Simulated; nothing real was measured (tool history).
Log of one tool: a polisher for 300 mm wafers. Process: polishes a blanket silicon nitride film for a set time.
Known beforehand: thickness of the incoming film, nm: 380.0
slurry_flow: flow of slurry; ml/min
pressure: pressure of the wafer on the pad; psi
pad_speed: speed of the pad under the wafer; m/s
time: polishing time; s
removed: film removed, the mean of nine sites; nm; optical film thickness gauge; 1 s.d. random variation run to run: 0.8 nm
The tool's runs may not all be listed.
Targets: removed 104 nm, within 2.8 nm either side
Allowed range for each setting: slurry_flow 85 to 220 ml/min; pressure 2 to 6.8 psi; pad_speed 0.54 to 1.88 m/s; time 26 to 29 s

run,hour,slurry_flow,pressure,pad_speed,time,removed
1,0,140,4.4,1.2,29,80.707
2,5.2,150,4.6,1.2,29,86.185
3,7.1,150,4.6,1.2,26,76.714
4,15.5,150,4.9,1.2,26,82.156
5,17.7,150,4.9,1.04,26,73.787
6,22.1,150,4.9,1.04,29,83.1
7,28.6,155,5.1,1.04,29,86.653
8,37.5,160,5.2,1.04,29,89.046
9,38.5,165,5.3,1.04,29,90.182
10,47.2,165,5.4,1.04,29,92.246
11,54.8,195,5.8,1.04,29,101.71

Of the 5 settings listed for the next run, only one would bring every result within its allowed miss of target. Which one?
A,62.4,205,6.1,1,29,?
B,62.4,220,5.5,1.22,26,?
C,62.4,155,5.6,1.24,26,?
D,62.4,220,5.7,0.96,29,?
E,62.4,150,6.2,1.14,29,?

move,removed
A,103.68
B,97.403
C,95.134
D,95.202
E,109.8
A: meets every target
B: the biggest miss grows against the last run
C: the biggest miss grows against the last run
D: the biggest miss grows against the last run
E: carries the result that was furthest off beyond its target, to the other side
Move A is the one to make.
